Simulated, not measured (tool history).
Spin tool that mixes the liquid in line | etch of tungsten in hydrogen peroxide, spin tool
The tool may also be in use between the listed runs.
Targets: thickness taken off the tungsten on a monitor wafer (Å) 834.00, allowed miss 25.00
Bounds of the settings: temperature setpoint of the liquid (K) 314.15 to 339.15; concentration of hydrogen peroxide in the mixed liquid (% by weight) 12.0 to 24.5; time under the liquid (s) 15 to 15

run	hour	temperature setpoint of the liquid (K)	concentration of hydrogen peroxide in the mixed liquid (% by weight)	time under the liquid (s)	thickness taken off the tungsten on a monitor wafer (Å)
1	0.0	330.15	16.5	15	605.63
2	2.4	333.15	16.5	15	717.12
3	7.5	333.65	16.5	15	742.15
4	10.6	333.65	16.5	15	740.52
5	19.4	333.65	13.0	15	660.41
6	24.8	333.65	13.0	15	655.29
7	29.6	334.65	13.0	15	692.81
8	33.1	335.65	13.0	15	738.18
9	34.8	336.15	13.0	15	753.03

Which of these 4 next moves meets every target?
A	36.5	338.65	13.5	15	?
B	36.5	338.65	12.0	15	?
C	36.5	339.15	12.5	15	?
D	36.5	337.65	14.5	15	?

move	thickness taken off the tungsten on a monitor wafer (Å)
A	888.91
B	838.07
C	879.45
D	871.23
A: takes the result that was furthest off past its target
B: meets every target
C: takes the result that was furthest off past its target
D: takes the result that was furthest off past its target
Move B is the one to make.
